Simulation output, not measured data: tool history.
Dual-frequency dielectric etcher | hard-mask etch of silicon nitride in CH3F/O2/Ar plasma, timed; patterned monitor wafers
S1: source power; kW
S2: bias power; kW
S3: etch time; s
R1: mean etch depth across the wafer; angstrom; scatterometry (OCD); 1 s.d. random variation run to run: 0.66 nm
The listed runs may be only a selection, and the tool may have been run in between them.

run,day,S1,S2,S3,R1
1,0,0.52,0.063,177,1308
2,0.225,0.46,0.063,177,1263.3
3,0.433,0.43,0.056,174,1169.7
4,0.533,0.43,0.061,174,1177.2
5,0.771,0.4,0.059,173,1132.7
6,0.967,0.32,0.059,173,1079.4

For run 7, what comes out?
7,1.117,0.32,0.057,172,?

Run 7 came out at R1 1053.7 angstrom.
